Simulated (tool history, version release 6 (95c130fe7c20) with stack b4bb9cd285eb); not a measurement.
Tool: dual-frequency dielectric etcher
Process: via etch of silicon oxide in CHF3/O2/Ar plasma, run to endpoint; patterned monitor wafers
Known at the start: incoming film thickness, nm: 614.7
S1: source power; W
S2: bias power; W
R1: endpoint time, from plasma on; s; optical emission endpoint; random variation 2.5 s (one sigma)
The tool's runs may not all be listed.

| run | hour | S1 | S2 | R1 |
|---|---|---|---|---|
| 1 | 0.0 | 840 | 147 | 287.36 |
| 2 | 4.1 | 790 | 144 | 295.32 |
| 3 | 6.0 | 750 | 141 | 301.80 |
| 4 | 10.2 | 890 | 141 | 282.14 |
| 5 | 18.1 | 830 | 137 | 295.00 |
| 6 | 25.3 | 830 | 152 | 285.59 |
| 7 | 27.8 | 780 | 148 | 289.72 |

Forecast run 8:
| 8 | 34.3 | 740 | 143 | ? |

Run 8 gave R1 301.93 s.

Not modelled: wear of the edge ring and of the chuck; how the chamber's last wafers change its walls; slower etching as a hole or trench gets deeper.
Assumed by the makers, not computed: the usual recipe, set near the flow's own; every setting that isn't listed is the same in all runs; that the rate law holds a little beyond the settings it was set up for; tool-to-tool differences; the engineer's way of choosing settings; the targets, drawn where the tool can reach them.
